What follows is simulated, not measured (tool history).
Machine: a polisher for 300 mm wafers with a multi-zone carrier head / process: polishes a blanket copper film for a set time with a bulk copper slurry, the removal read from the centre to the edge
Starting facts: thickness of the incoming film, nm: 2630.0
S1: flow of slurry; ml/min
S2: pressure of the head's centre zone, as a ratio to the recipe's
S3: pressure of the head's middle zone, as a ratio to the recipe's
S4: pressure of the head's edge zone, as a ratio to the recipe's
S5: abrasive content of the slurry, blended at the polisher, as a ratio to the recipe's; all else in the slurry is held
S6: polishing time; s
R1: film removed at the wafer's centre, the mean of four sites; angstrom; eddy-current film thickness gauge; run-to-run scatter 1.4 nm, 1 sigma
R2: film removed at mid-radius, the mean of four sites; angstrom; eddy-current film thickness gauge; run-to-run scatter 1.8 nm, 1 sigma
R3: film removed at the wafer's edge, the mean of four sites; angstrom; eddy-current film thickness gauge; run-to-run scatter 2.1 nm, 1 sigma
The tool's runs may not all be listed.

Run 1, day 0.000: S1 270 ml/min, S2 1.00, S3 1.00, S4 1.00, S5 1.00, S6 48 s. Result: R1 3527.1 angstrom, R2 3508.2 angstrom, R3 3431.1 angstrom.
Run 2, day 0.142: S1 265 ml/min, S2 0.98, S3 1.00, S4 0.98, S5 0.95, S6 46 s. Result: R1 3240.0 angstrom, R2 3260.9 angstrom, R3 3284.7 angstrom.
Run 3, day 0.296: S1 265 ml/min, S2 0.98, S3 1.03, S4 0.98, S5 0.95, S6 46 s. Result: R1 3255.8 angstrom, R2 3396.7 angstrom, R3 3214.3 angstrom.
Run 4, day 0.512: S1 265 ml/min, S2 0.97, S3 1.03, S4 0.97, S5 0.90, S6 43 s. Result: R1 2900.0 angstrom, R2 3094.5 angstrom, R3 2965.5 angstrom.
Run 5, day 0.625: S1 265 ml/min, S2 0.97, S3 1.03, S4 0.96, S5 0.85, S6 41 s. Result: R1 2782.9 angstrom, R2 2884.8 angstrom, R3 2750.5 angstrom.
Run 6, day 0.708: S1 265 ml/min, S2 0.96, S3 1.03, S4 0.95, S5 0.80, S6 40 s. Result: R1 2555.4 angstrom, R2 2781.0 angstrom, R3 2640.3 angstrom.
Run 7, day 1.021: S1 270 ml/min, S2 0.96, S3 1.03, S4 0.94, S5 0.75, S6 39 s. Result: R1 2502.1 angstrom, R2 2654.1 angstrom, R3 2445.1 angstrom.
Run 8, day 1.142: S1 270 ml/min, S2 0.94, S3 1.02, S4 0.93, S5 0.70, S6 39 s. Result: R1 2343.9 angstrom, R2 2540.9 angstrom, R3 2405.3 angstrom.
Run 9, day 1.479: S1 275 ml/min, S2 0.93, S3 1.02, S4 0.92, S5 0.65, S6 38 s. Result: R1 2205.2 angstrom, R2 2432.6 angstrom, R3 2229.0 angstrom.
Run 10, day 1.792: S1 275 ml/min, S2 0.92, S3 1.01, S4 0.91, S5 0.65, S6 38 s. Result: R1 2181.0 angstrom, R2 2427.0 angstrom, R3 2267.8 angstrom.
Run 11, day 2.125: S1 280 ml/min, S2 0.92, S3 1.00, S4 0.90, S5 0.65, S6 37 s. Result: R1 2107.9 angstrom, R2 2347.9 angstrom, R3 2201.6 angstrom.
Run 12, day 2.467: S1 280 ml/min, S2 0.92, S3 1.00, S4 0.89, S5 0.65, S6 37 s. Result: R1 2142.9 angstrom, R2 2336.3 angstrom, R3 2158.2 angstrom.

The next listed run, before its measurement:
Run 13, day 2.796: S1 280 ml/min, S2 0.91, S3 0.99, S4 0.88, S5 0.65, S6 37 s. Result: R1 ?, R2 ?, R3 ?.

R1: 2124.1 angstrom
R2: 2349.2 angstrom
R3: 2204.8 angstrom
